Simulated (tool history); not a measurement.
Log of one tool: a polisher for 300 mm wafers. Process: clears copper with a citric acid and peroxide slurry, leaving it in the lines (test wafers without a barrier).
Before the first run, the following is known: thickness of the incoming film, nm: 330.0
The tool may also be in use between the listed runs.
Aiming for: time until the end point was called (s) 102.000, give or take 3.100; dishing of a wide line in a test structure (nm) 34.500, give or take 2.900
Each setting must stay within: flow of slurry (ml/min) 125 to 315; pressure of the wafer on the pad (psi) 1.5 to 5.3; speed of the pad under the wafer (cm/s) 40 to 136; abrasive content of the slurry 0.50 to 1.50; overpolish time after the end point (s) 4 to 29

run  hour  flow of slurry (ml/min)  pressure of the wafer on the pad (psi)  speed of the pad under the wafer (cm/s)  abrasive content of the slurry  overpolish time after the end point (s)  time until the end point was called (s)  dishing of a wide line in a test structure (nm)
  1   0.0                      205                                     3.4                                       88                            1.00                                       15                                  177.990                                           21.066
  2   7.0                      205                                     3.4                                       88                            0.90                                       15                                  177.810                                           19.926
  3  12.1                      210                                     3.9                                       88                            0.90                                       15                                  158.360                                           23.400
  4  20.9                      185                                     3.9                                       88                            0.90                                       15                                  156.420                                           22.921
  5  23.3                      185                                     4.3                                       90                            0.90                                       15                                  140.790                                           25.521
  6  32.0                      185                                     4.3                                       90                            0.75                                       15                                  145.210                                           25.912
  7  40.0                      185                                     4.6                                       92                            0.75                                       15                                  133.450                                           26.496
  8  45.4                      185                                     4.6                                       92                            0.75                                       15                                  132.990                                           27.563
  9  52.1                      185                                     4.8                                       94                            0.75                                       15                                  124.850                                           28.613

Which single option among these 4 for the next run brings every result within its allowed miss of target? Just one does.
  A  58.8                      135                                     5.3                                      112                            0.85                                       18                                        ?                                                ?
  B  58.8                      150                                     5.3                                      120                            0.95                                       14                                        ?                                                ?
  C  58.8                      190                                     5.3                                      108                            0.70                                       15                                        ?                                                ?
  D  58.8                      155                                     4.0                                      102                            0.85                                       23                                        ?                                                ?

move  time until the end point was called (s)  dishing of a wide line in a test structure (nm)
   A                                  103.750                                           39.744
   B                                   94.562                                           34.657
   C                                  102.840                                           34.212
   D                                  143.710                                           36.783
A: the furthest-off result lands on target, but another misses its tolerance
B: takes the result that was furthest off past its target
C: all results in spec
D: its largest miss is bigger than the last run's
C meets every target.
